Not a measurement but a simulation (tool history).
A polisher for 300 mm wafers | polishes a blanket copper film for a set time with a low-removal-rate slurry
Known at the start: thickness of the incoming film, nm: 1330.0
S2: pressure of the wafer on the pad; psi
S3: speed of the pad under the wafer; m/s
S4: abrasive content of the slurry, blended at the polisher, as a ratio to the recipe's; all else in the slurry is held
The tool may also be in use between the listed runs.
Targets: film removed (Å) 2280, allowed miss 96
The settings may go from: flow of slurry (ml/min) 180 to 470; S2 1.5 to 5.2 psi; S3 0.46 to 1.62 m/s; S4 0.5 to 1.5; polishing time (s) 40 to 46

{"run": 1, "hour": 0.0, "flow of slurry (ml/min)": 300, "S2": 3.3, "S3": 1.04, "S4": 1, "polishing time (s)": 46, "film removed (Å)": 1627.2}
{"run": 2, "hour": 5.9, "flow of slurry (ml/min)": 330, "S2": 3.3, "S3": 1.04, "S4": 1, "polishing time (s)": 46, "film removed (Å)": 1693}
{"run": 3, "hour": 11.1, "flow of slurry (ml/min)": 350, "S2": 3.5, "S3": 1.04, "S4": 1, "polishing time (s)": 46, "film removed (Å)": 1788.9}
{"run": 4, "hour": 13.4, "flow of slurry (ml/min)": 355, "S2": 3.7, "S3": 1.04, "S4": 1, "polishing time (s)": 46, "film removed (Å)": 1836.4}
{"run": 5, "hour": 21.6, "flow of slurry (ml/min)": 355, "S2": 4, "S3": 1.04, "S4": 1, "polishing time (s)": 46, "film removed (Å)": 1914.7}
{"run": 6, "hour": 25.8, "flow of slurry (ml/min)": 355, "S2": 4, "S3": 1.04, "S4": 1, "polishing time (s)": 46, "film removed (Å)": 1918}
{"run": 7, "hour": 28.3, "flow of slurry (ml/min)": 360, "S2": 4.3, "S3": 1.04, "S4": 1, "polishing time (s)": 46, "film removed (Å)": 1988}
{"run": 8, "hour": 34.6, "flow of slurry (ml/min)": 365, "S2": 4.5, "S3": 1.04, "S4": 1, "polishing time (s)": 46, "film removed (Å)": 2102.4}
{"run": 9, "hour": 38.7, "flow of slurry (ml/min)": 365, "S2": 4.8, "S3": 1.04, "S4": 1, "polishing time (s)": 46, "film removed (Å)": 2180.8}

Which of these 5 next moves meets every target?
{"run": "A", "hour": 42.8, "flow of slurry (ml/min)": 350, "S2": 4.9, "S3": 1.08, "S4": 1.1, "polishing time (s)": 40, "film removed (Å)": "?"}
{"run": "B", "hour": 42.8, "flow of slurry (ml/min)": 370, "S2": 4.9, "S3": 1.22, "S4": 0.95, "polishing time (s)": 40, "film removed (Å)": "?"}
{"run": "C", "hour": 42.8, "flow of slurry (ml/min)": 335, "S2": 4.9, "S3": 1.22, "S4": 0.95, "polishing time (s)": 44, "film removed (Å)": "?"}
{"run": "D", "hour": 42.8, "flow of slurry (ml/min)": 390, "S2": 4.4, "S3": 1.46, "S4": 0.75, "polishing time (s)": 41, "film removed (Å)": "?"}
{"run": "E", "hour": 42.8, "flow of slurry (ml/min)": 310, "S2": 4.7, "S3": 1.3, "S4": 1, "polishing time (s)": 40, "film removed (Å)": "?"}

move=A film_removed_(Å)=1976.1
move=B film_removed_(Å)=2062.6
move=C film_removed_(Å)=2255.4
move=D film_removed_(Å)=2075.2
move=E film_removed_(Å)=2111.5
A: further off than the last run
B: further off than the last run
C: meets every target
D: further off than the last run
E: further off than the last run
Move C is the one to make.

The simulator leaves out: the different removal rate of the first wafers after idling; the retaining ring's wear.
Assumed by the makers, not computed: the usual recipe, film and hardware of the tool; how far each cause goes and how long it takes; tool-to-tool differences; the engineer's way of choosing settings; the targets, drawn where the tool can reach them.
